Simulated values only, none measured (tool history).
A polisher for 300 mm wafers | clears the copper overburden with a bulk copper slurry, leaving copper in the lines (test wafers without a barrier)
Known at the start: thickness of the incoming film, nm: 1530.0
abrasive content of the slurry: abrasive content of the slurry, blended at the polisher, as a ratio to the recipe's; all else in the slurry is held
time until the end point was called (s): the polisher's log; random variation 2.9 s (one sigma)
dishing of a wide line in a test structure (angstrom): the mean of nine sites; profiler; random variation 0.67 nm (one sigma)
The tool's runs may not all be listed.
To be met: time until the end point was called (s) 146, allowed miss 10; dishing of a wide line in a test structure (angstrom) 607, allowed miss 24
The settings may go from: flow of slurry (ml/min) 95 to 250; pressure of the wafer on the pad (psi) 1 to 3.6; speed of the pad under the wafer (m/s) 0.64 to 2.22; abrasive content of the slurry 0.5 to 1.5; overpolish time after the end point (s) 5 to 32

run  hour  flow of slurry (ml/min)  pressure of the wafer on the pad (psi)  speed of the pad under the wafer (m/s)  abrasive content of the slurry  overpolish time after the end point (s)  time until the end point was called (s)  dishing of a wide line in a test structure (angstrom)
  1     0                      160                                     2.3                                    1.42                               1                                       16                                   148.04                                                 809.13
  2   0.6                      160                                     2.3                                    1.44                               1                                       14                                   149.87                                                 746.91
  3   4.5                      160                                     2.3                                    1.46                               1                                       13                                   145.56                                                 731.07
  4   8.4                      160                                     2.3                                    1.46                             0.8                                       13                                   148.96                                                 707.37
  5  12.5                      195                                     2.3                                    1.46                             0.8                                       13                                   141.11                                                 710.48
  6  21.5                      195                                     2.3                                    1.46                            0.95                                       13                                   135.94                                                 729.86
  7  22.2                      195                                     2.2                                    1.46                            0.95                                       12                                   150.98                                                 678.51
  8  31.2                      195                                     2.2                                    1.46                            0.95                                       11                                   151.25                                                 649.36
  9  38.7                      200                                     2.2                                    1.46                            0.95                                       11                                    146.3                                                 631.39
 10  45.8                      205                                     2.2                                    1.46                            0.95                                       11                                    148.2                                                 639.37
 11  47.4                      210                                     2.2                                    1.46                            0.95                                       11                                    148.4                                                 641.89

Which of these 4 next moves meets every target?
  A    49                      195                                     2.2                                    1.46                               1                                       12                                        ?                                                      ?
  B    49                      205                                     2.2                                    1.46                             0.9                                       12                                        ?                                                      ?
  C    49                      185                                     2.1                                    1.68                            0.75                                       13                                        ?                                                      ?
  D    49                      205                                     2.1                                     1.6                             0.8                                       10                                        ?                                                      ?

move  time until the end point was called (s)  dishing of a wide line in a test structure (angstrom)
   A                                   144.48                                                 684.19
   B                                    146.5                                                 678.54
   C                                   143.47                                                  714.6
   D                                   145.54                                                 604.34
A: further off than the last run
B: further off than the last run
C: further off than the last run
D: meets every target
Answer: D
